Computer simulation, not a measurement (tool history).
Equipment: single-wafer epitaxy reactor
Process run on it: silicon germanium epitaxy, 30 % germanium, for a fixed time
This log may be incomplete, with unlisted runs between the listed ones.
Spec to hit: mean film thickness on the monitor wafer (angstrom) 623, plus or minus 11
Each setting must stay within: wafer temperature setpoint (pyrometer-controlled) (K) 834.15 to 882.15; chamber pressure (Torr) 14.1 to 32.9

| run | hour | wafer temperature setpoint (pyrometer-controlled) (K) | chamber pressure (Torr) | mean film thickness on the monitor wafer (angstrom) |
|---|---|---|---|---|
| 1 | 0 | 858.15 | 23.5 | 468.91 |
| 2 | 5.4 | 858.15 | 20.1 | 447.78 |
| 3 | 8.5 | 850.15 | 20.1 | 375.97 |
| 4 | 16.6 | 857.15 | 20.2 | 442.47 |
|  | 19.2 | pyrometer calibrated |
| 5 | 19.2 | 857.15 | 23.4 | 507.32 |
| 6 | 20.8 | 860.15 | 23.4 | 536.73 |
| 7 | 26 | 862.15 | 23.4 | 557.6 |
| 8 | 28.5 | 863.15 | 23.4 | 567.73 |
| 9 | 37.5 | 864.15 | 23.4 | 580.31 |
| 10 | 45 | 865.15 | 23.4 | 592.03 |
| 11 | 49.6 | 866.15 | 23.4 | 608.13 |

Which single option among these 4 for the next run brings every result within its allowed miss of target? Just one does.
| A | 54.2 | 867.15 | 18.2 | ? |
| B | 54.2 | 865.15 | 22.1 | ? |
| C | 54.2 | 866.15 | 25.1 | ? |
| D | 54.2 | 864.15 | 25.2 | ? |

| move | mean film thickness on the monitor wafer (angstrom) |
|---|---|
| A | 578.66 |
| B | 585.06 |
| C | 619.83 |
| D | 594.84 |
A: lands further from the targets than the last run did
B: lands further from the targets than the last run did
C: every result lands within tolerance
D: lands further from the targets than the last run did
Move C is the one to make.
